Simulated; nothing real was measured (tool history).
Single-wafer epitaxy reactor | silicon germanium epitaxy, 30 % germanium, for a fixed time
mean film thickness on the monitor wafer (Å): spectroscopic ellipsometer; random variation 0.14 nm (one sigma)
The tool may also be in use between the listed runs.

run    day  wafer temperature setpoint (pyrometer-controlled) (K)  chamber pressure (Torr)  mean film thickness on the monitor wafer (Å)
  1      0                                                 878.15                     18.3                                        557.95
  2  0.188                                                 878.15                     19.6                                        571.48
  3   0.55                                                 869.15                     19.6                                        484.51
  4   0.65                                                 873.15                     19.7                                        524.23
  5  0.771                                                 882.15                     19.7                                        614.16
  6  0.962                                                 889.15                     19.7                                        693.72
  7    1.1                                                 888.15                     19.7                                         682.1

The next listed run, before its measurement:
  8  1.275                                                 887.15                     19.7                                             ?

{"run 8": {"mean film thickness on the monitor wafer (Å)": 670.75}}

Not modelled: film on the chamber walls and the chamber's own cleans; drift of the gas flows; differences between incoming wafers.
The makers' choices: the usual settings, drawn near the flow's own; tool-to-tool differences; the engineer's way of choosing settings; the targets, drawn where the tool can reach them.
